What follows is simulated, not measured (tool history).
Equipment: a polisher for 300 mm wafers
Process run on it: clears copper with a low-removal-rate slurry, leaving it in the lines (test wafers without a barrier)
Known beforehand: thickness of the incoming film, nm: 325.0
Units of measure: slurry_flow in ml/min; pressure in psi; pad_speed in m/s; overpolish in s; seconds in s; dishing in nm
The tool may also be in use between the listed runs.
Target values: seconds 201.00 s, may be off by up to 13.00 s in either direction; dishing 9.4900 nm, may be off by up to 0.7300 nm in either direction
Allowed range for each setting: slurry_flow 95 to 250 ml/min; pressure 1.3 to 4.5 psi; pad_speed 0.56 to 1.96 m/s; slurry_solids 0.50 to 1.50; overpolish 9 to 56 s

run 1 hour=0.0 | slurry_flow=160 pressure=2.9 pad_speed=1.26 slurry_solids=1.00 overpolish=29 | seconds=104.73 dishing=47.5640
run 2 hour=8.4 | slurry_flow=160 pressure=2.5 pad_speed=1.16 slurry_solids=1.00 overpolish=24 | seconds=128.55 dishing=34.6580
run 3 hour=9.7 | slurry_flow=165 pressure=2.2 pad_speed=1.06 slurry_solids=1.05 overpolish=20 | seconds=156.95 dishing=25.4950
run 4 hour=18.4 | slurry_flow=190 pressure=2.0 pad_speed=1.00 slurry_solids=1.15 overpolish=17 | seconds=171.80 dishing=19.9850
run 5 hour=21.4 | slurry_flow=205 pressure=1.8 pad_speed=0.98 slurry_solids=1.25 overpolish=15 | seconds=186.02 dishing=16.7660
run 6 hour=29.4 | slurry_flow=205 pressure=1.8 pad_speed=0.98 slurry_solids=1.10 overpolish=15 | seconds=185.29 dishing=16.2160
run 7 hour=32.0 | slurry_flow=215 pressure=1.7 pad_speed=0.98 slurry_solids=1.00 overpolish=13 | seconds=207.89 dishing=13.1730
run 8 hour=35.4 | slurry_flow=225 pressure=1.7 pad_speed=1.04 slurry_solids=0.85 overpolish=12 | seconds=203.37 dishing=12.3110
run 9 hour=43.1 | slurry_flow=230 pressure=1.7 pad_speed=1.08 slurry_solids=0.75 overpolish=11 | seconds=201.93 dishing=11.3610

Consider the 5 candidate settings below. Which is the only one whose results all fall within their allowed miss of target?
run A hour=50.8 | slurry_flow=250 pressure=1.6 pad_speed=1.14 slurry_solids=0.75 overpolish=9 | seconds=? dishing=?
run B hour=50.8 | slurry_flow=245 pressure=2.0 pad_speed=1.12 slurry_solids=0.60 overpolish=9 | seconds=? dishing=?
run C hour=50.8 | slurry_flow=250 pressure=1.8 pad_speed=0.88 slurry_solids=0.50 overpolish=9 | seconds=? dishing=?
run D hour=50.8 | slurry_flow=225 pressure=1.6 pad_speed=1.22 slurry_solids=0.75 overpolish=13 | seconds=? dishing=?
run E hour=50.8 | slurry_flow=175 pressure=1.5 pad_speed=1.20 slurry_solids=0.80 overpolish=17 | seconds=? dishing=?

move=A seconds=196.19 dishing=9.4122
move=B seconds=169.27 dishing=10.8780
move=C seconds=241.38 dishing=7.7351
move=D seconds=187.53 dishing=13.8730
move=E seconds=210.41 dishing=15.9370
A: all results land within tolerance of their targets
B: just as far off the targets as the last run
C: pushes the last run's worst result past its target
D: further off than the last run
E: further off than the last run
So the answer is move A, the one that meets all the targets.
